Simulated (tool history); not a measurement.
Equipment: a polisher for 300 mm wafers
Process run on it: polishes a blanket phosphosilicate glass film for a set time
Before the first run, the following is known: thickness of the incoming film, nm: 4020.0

| run | hour | flow of slurry (ml/min) | pressure of the wafer on the pad (kPa) | speed of the pad under the wafer (m/s) | abrasive content of the slurry | polishing time (s) | film removed (nm) |
|---|---|---|---|---|---|---|---|
| 1 | 0 | 130 | 22.8 | 1.26 | 1 | 21 | 232.7 |
| 2 | 0.8 | 130 | 21.4 | 1.26 | 1 | 21 | 230.5 |
| 3 | 8.8 | 130 | 20 | 1.24 | 1 | 21 | 208.75 |
| 4 | 12.6 | 130 | 23.4 | 1.24 | 1 | 21 | 234.43 |
| 5 | 16.4 | 130 | 18.6 | 1.24 | 1 | 21 | 201.39 |
| 6 | 22.8 | 130 | 17.2 | 1.24 | 1 | 21 | 196.84 |

Estimate the outcome of run 7 from the log above:
| 7 | 30.3 | 130 | 16.5 | 1.22 | 1 | 21 | ? |

For run 7 the tool returned film removed (nm) 187.15.
